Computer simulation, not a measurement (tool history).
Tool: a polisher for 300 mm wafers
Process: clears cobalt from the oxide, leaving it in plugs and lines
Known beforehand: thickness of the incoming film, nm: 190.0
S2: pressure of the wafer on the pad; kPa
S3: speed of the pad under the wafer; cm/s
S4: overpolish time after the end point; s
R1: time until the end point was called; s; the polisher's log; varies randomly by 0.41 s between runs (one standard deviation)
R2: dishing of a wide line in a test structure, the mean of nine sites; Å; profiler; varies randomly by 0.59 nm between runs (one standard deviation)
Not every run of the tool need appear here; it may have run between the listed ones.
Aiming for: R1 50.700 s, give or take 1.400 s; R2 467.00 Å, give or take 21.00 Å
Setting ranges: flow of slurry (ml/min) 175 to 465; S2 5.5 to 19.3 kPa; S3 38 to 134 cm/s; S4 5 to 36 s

run 1 hour=0.0 | flow_of_slurry_(ml/min)=295 S2=12.4 S3=86 S4=18 | R1=43.279 R2=468.76
run 2 hour=2.5 | flow_of_slurry_(ml/min)=330 S2=12.4 S3=86 S4=18 | R1=42.782 R2=466.94
run 3 hour=4.8 | flow_of_slurry_(ml/min)=325 S2=11.7 S3=86 S4=19 | R1=45.207 R2=474.69
run 4 hour=8.7 | flow_of_slurry_(ml/min)=320 S2=11.0 S3=86 S4=19 | R1=48.219 R2=451.74
run 5 hour=10.1 | flow_of_slurry_(ml/min)=320 S2=13.1 S3=86 S4=19 | R1=40.212 R2=493.49
run 6 hour=12.2 | flow_of_slurry_(ml/min)=320 S2=13.1 S3=86 S4=12 | R1=40.707 R2=389.95
run 7 hour=20.1 | flow_of_slurry_(ml/min)=315 S2=12.4 S3=86 S4=14 | R1=43.549 R2=400.28
run 8 hour=21.5 | flow_of_slurry_(ml/min)=305 S2=11.7 S3=86 S4=16 | R1=45.459 R2=424.88
run 9 hour=30.0 | flow_of_slurry_(ml/min)=300 S2=9.7 S3=86 S4=21 | R1=55.569 R2=443.63
run 10 hour=35.4 | flow_of_slurry_(ml/min)=320 S2=11.0 S3=86 S4=21 | R1=48.676 R2=483.80
run 11 hour=36.4 | flow_of_slurry_(ml/min)=315 S2=11.0 S3=86 S4=21 | R1=48.654 R2=475.97
run 12 hour=42.9 | flow_of_slurry_(ml/min)=310 S2=11.0 S3=86 S4=21 | R1=48.326 R2=481.42
run 13 hour=47.0 | flow_of_slurry_(ml/min)=305 S2=11.0 S3=86 S4=21 | R1=48.821 R2=478.37
run 14 hour=52.6 | flow_of_slurry_(ml/min)=300 S2=11.0 S3=86 S4=21 | R1=48.303 R2=482.59

Consider the 5 candidate settings below. Which is the only one whose results all fall within their allowed miss of target?
run A hour=58.2 | flow_of_slurry_(ml/min)=275 S2=11.7 S3=88 S4=19 | R1=? R2=?
run B hour=58.2 | flow_of_slurry_(ml/min)=335 S2=9.0 S3=94 S4=18 | R1=? R2=?
run C hour=58.2 | flow_of_slurry_(ml/min)=315 S2=9.7 S3=94 S4=21 | R1=? R2=?
run D hour=58.2 | flow_of_slurry_(ml/min)=180 S2=13.1 S3=74 S4=18 | R1=? R2=?
run E hour=58.2 | flow_of_slurry_(ml/min)=205 S2=11.0 S3=92 S4=19 | R1=? R2=?

move=A R1=45.273 R2=464.04
move=B R1=53.833 R2=410.94
move=C R1=50.444 R2=462.78
move=D R1=51.093 R2=422.90
move=E R1=47.760 R2=451.58
A: lands further from the targets than the last run did
B: takes the biggest miss from the last run beyond its target
C: all results in spec
D: gets the furthest-off result to its target, but another result is out of tolerance
E: lands further from the targets than the last run did
C is the move that brings every result within its allowed miss.

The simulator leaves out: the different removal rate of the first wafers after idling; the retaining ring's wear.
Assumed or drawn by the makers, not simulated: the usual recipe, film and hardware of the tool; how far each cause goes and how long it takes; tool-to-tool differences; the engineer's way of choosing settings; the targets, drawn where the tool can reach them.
